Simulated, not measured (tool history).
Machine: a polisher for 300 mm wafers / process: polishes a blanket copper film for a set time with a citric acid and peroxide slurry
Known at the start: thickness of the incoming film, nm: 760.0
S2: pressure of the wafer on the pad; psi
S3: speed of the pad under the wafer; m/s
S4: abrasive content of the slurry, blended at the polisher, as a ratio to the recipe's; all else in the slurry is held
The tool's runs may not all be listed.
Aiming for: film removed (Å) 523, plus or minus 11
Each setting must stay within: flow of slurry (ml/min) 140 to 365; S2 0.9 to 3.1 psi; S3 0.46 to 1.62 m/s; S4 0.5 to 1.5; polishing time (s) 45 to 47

run 1 hour=0 | flow_of_slurry_(ml/min)=235 S2=2 S3=1.04 S4=1 polishing_time_(s)=45 | film_removed_(Å)=665.17
run 2 hour=7.3 | flow_of_slurry_(ml/min)=235 S2=2 S3=1.04 S4=1.2 polishing_time_(s)=45 | film_removed_(Å)=701.19
run 3 hour=10.6 | flow_of_slurry_(ml/min)=230 S2=1.9 S3=1.04 S4=1.2 polishing_time_(s)=45 | film_removed_(Å)=669.25
run 4 hour=12.1 | flow_of_slurry_(ml/min)=230 S2=1.9 S3=1.04 S4=1.4 polishing_time_(s)=45 | film_removed_(Å)=694.84
run 5 hour=16.5 | flow_of_slurry_(ml/min)=230 S2=1.9 S3=1.24 S4=1.4 polishing_time_(s)=45 | film_removed_(Å)=818.96
run 6 hour=22.7 | flow_of_slurry_(ml/min)=225 S2=1.7 S3=1.24 S4=1.4 polishing_time_(s)=45 | film_removed_(Å)=747.73
run 7 hour=23.3 | flow_of_slurry_(ml/min)=220 S2=1.5 S3=1.24 S4=1.4 polishing_time_(s)=45 | film_removed_(Å)=690.28
run 8 hour=25 | flow_of_slurry_(ml/min)=220 S2=1.4 S3=1.24 S4=1.4 polishing_time_(s)=45 | film_removed_(Å)=652.52
run 9 hour=26.1 | flow_of_slurry_(ml/min)=215 S2=1.3 S3=1.24 S4=1.4 polishing_time_(s)=45 | film_removed_(Å)=616.56
run 10 hour=27.8 | flow_of_slurry_(ml/min)=210 S2=1.2 S3=1.24 S4=1.4 polishing_time_(s)=45 | film_removed_(Å)=573.29

Which one of the following 4 next-run settings gets every result inside its allowed miss? There is exactly one.
run A hour=29.5 | flow_of_slurry_(ml/min)=225 S2=1.5 S3=1.12 S4=1.35 polishing_time_(s)=47 | film_removed_(Å)=?
run B hour=29.5 | flow_of_slurry_(ml/min)=175 S2=1 S3=1.3 S4=1.45 polishing_time_(s)=45 | film_removed_(Å)=?
run C hour=29.5 | flow_of_slurry_(ml/min)=140 S2=1.1 S3=1.4 S4=1.4 polishing_time_(s)=46 | film_removed_(Å)=?
run D hour=29.5 | flow_of_slurry_(ml/min)=185 S2=1.2 S3=1.06 S4=1.35 polishing_time_(s)=45 | film_removed_(Å)=?

move=A film_removed_(Å)=645.96
move=B film_removed_(Å)=526.28
move=C film_removed_(Å)=583.26
move=D film_removed_(Å)=486.04
A: misses by more than the last run did
B: all results in spec
C: misses by more than the last run did
D: carries the result that was furthest off beyond its target, to the other side
So the answer is move B, the one that meets all the targets.
